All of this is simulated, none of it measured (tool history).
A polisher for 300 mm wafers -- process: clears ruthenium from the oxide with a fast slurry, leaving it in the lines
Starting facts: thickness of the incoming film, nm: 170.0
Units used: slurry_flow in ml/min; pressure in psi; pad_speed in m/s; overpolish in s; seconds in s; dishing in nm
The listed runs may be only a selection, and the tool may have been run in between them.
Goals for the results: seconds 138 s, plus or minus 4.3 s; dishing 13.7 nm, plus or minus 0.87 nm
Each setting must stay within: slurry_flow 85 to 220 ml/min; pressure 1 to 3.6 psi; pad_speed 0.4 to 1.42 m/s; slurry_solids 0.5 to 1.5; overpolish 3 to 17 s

| run | hour | slurry_flow | pressure | pad_speed | slurry_solids | overpolish | seconds | dishing |
|---|---|---|---|---|---|---|---|---|
| 1 | 0 | 140 | 2.3 | 0.9 | 1 | 9 | 67.724 | 20.193 |
| 2 | 8.9 | 140 | 2 | 0.9 | 1 | 9 | 75.238 | 18.329 |
| 3 | 16.4 | 140 | 2 | 0.68 | 1 | 9 | 99.662 | 14.318 |
| 4 | 17.9 | 140 | 2 | 0.78 | 1 | 9 | 87.337 | 16.192 |
| 5 | 20.9 | 135 | 1.8 | 0.78 | 1 | 10 | 96.335 | 16.186 |
| 6 | 24.2 | 135 | 2.3 | 0.78 | 1 | 10 | 76.611 | 19.529 |
| 7 | 32.4 | 130 | 2 | 0.78 | 1 | 10 | 89.351 | 17.259 |
| 8 | 39.5 | 125 | 1.8 | 0.78 | 1 | 10 | 98.401 | 15.633 |

Pick the move, out of 5, that brings all results within their allowed miss; only one does.
| A | 46.6 | 120 | 1.7 | 0.6 | 1.15 | 11 | ? | ? |
| B | 46.6 | 85 | 1.4 | 0.82 | 0.85 | 16 | ? | ? |
| C | 46.6 | 135 | 1.5 | 0.64 | 1.1 | 15 | ? | ? |
| D | 46.6 | 140 | 1.8 | 0.54 | 1 | 12 | ? | ? |
| E | 46.6 | 160 | 1.3 | 0.64 | 0.95 | 16 | ? | ? |

| move | seconds | dishing |
|---|---|---|
| A | 124.4 | 13.965 |
| B | 136.58 | 18.129 |
| C | 130.06 | 17.871 |
| D | 136.11 | 13.927 |
| E | 153.38 | 16.291 |
A: nearer than the last run, and not there yet
B: the worst result of the last run now meets its target, but another is out of spec
C: nearer than the last run, and not there yet
D: each result inside its tolerance
E: moves the result that the last run missed by most past its target, out the other side
Go with D: it meets all targets.
